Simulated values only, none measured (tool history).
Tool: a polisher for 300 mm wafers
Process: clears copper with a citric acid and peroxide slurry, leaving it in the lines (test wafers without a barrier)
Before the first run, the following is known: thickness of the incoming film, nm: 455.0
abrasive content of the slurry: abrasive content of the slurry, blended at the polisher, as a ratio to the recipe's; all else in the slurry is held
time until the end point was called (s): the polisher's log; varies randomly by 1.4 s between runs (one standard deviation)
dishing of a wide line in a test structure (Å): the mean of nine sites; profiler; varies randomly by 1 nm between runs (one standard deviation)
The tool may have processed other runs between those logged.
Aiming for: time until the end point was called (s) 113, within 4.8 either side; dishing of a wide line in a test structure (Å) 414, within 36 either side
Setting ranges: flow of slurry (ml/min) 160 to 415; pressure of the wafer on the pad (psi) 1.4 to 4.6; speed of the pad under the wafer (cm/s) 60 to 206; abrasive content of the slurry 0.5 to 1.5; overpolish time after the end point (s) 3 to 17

| run | hour | flow of slurry (ml/min) | pressure of the wafer on the pad (psi) | speed of the pad under the wafer (cm/s) | abrasive content of the slurry | overpolish time after the end point (s) | time until the end point was called (s) | dishing of a wide line in a test structure (Å) |
|---|---|---|---|---|---|---|---|---|
| 1 | 0 | 265 | 3 | 132 | 1 | 9 | 151.59 | 238.79 |
| 2 | 7.5 | 265 | 3 | 132 | 1 | 6 | 152.59 | 155.11 |
| 3 | 15.1 | 265 | 3.2 | 132 | 1 | 7 | 142.13 | 197.9 |
| 4 | 23.4 | 265 | 3.2 | 144 | 1 | 7 | 133.56 | 206.84 |
| 5 | 24.6 | 265 | 3.2 | 144 | 1.1 | 7 | 129.81 | 199.48 |
| 6 | 27.6 | 265 | 3.2 | 130 | 1.1 | 7 | 140.24 | 189.68 |
| 7 | 28.6 | 260 | 3.4 | 130 | 1.05 | 8 | 133.58 | 239.25 |
| 8 | 37 | 255 | 3.5 | 130 | 1 | 8 | 130.01 | 233.65 |
| 9 | 40.9 | 255 | 3.6 | 130 | 1 | 9 | 128.07 | 271.55 |
| 10 | 46.7 | 255 | 3.7 | 130 | 1 | 10 | 127.53 | 282.49 |
| 11 | 53.6 | 255 | 4.3 | 134 | 1 | 14 | 103.97 | 480.45 |
| 12 | 60.6 | 255 | 4.2 | 134 | 1 | 14 | 106.89 | 477.79 |

Exercise: of the 4 proposed moves below, exactly one satisfies all targets within the stated allowed misses. Which move is it?
| A | 67.6 | 270 | 4.6 | 124 | 1.15 | 12 | ? | ? |
| B | 67.6 | 275 | 4.1 | 144 | 1.05 | 13 | ? | ? |
| C | 67.6 | 340 | 4.1 | 140 | 1 | 12 | ? | ? |
| D | 67.6 | 315 | 4.2 | 116 | 1.25 | 13 | ? | ? |

| move | time until the end point was called (s) | dishing of a wide line in a test structure (Å) |
|---|---|---|
| A | 101.02 | 413.6 |
| B | 102.29 | 437.47 |
| C | 103.53 | 402.88 |
| D | 112.45 | 402.36 |
A: gets the furthest-off result to its target, but another result is out of tolerance
B: gets the furthest-off result to its target, but another result is out of tolerance
C: gets the furthest-off result to its target, but another result is out of tolerance
D: each result inside its tolerance
Answer: D

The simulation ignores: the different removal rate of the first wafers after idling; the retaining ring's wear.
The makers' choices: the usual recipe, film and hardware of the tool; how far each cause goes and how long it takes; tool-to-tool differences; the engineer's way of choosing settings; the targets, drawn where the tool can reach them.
